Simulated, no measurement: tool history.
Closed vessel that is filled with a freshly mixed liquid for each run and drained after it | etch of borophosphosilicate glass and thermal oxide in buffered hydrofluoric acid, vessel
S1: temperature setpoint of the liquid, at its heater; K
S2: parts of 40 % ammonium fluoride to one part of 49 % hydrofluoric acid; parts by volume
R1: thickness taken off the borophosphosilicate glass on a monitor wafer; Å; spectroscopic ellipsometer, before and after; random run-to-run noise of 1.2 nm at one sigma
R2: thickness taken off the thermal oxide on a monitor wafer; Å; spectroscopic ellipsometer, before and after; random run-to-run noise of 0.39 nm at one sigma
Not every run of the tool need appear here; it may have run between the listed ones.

run 1 hour=0.0 | S1=295.15 S2=17.0 time_in_the_liquid_(s)=60 | R1=905.35 R2=348.15
run 2 hour=7.7 | S1=295.15 S2=17.0 time_in_the_liquid_(s)=70 | R1=1061.30 R2=408.23
run 3 hour=16.2 | S1=295.65 S2=17.0 time_in_the_liquid_(s)=70 | R1=1084.20 R2=418.42
run 4 hour=17.6 | S1=295.65 S2=22.0 time_in_the_liquid_(s)=70 | R1=866.33 R2=331.47
run 5 hour=20.9 | S1=295.65 S2=25.0 time_in_the_liquid_(s)=70 | R1=791.09 R2=301.66
run 6 hour=26.9 | S1=296.15 S2=24.5 time_in_the_liquid_(s)=70 | R1=833.35 R2=315.65
run 7 hour=29.5 | S1=296.65 S2=24.0 time_in_the_liquid_(s)=70 | R1=863.42 R2=328.15

Run 8 has not been measured yet. What should we expect?
run 8 hour=33.5 | S1=297.15 S2=23.5 time_in_the_liquid_(s)=70 | R1=? R2=?

{"run 8": {"R1": 901.17, "R2": 343.32}}
